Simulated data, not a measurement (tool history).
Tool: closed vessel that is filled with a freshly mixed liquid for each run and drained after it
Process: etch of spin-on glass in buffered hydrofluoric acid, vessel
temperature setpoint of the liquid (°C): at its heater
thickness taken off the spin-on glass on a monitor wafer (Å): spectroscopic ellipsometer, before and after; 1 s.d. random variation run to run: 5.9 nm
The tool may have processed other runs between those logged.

| run | hour | temperature setpoint of the liquid (°C) | parts of 40 % ammonium fluoride to one part of 49 % hydrofluoric acid (parts by volume) | time in the liquid (s) | thickness taken off the spin-on glass on a monitor wafer (Å) |
|---|---|---|---|---|---|
| 1 | 0 | 24 | 20.5 | 105 | 2369.2 |
| 2 | 3.8 | 24 | 20.5 | 105 | 2303.4 |
| 3 | 5.6 | 24 | 20.5 | 110 | 2452.8 |
| 4 | 6.2 | 26 | 20.5 | 110 | 2684.4 |
| 5 | 12.7 | 28 | 16 | 110 | 3775.7 |
| 6 | 13.4 | 28 | 20.5 | 110 | 3036.8 |
| 7 | 15.2 | 28 | 20.5 | 110 | 3033.1 |

Run 8, settings as shown, results not yet in. Your forecast:
| 8 | 17.1 | 29.5 | 16.5 | 110 | ? |

{"run 8": {"thickness taken off the spin-on glass on a monitor wafer (Å)": 4074.5}}
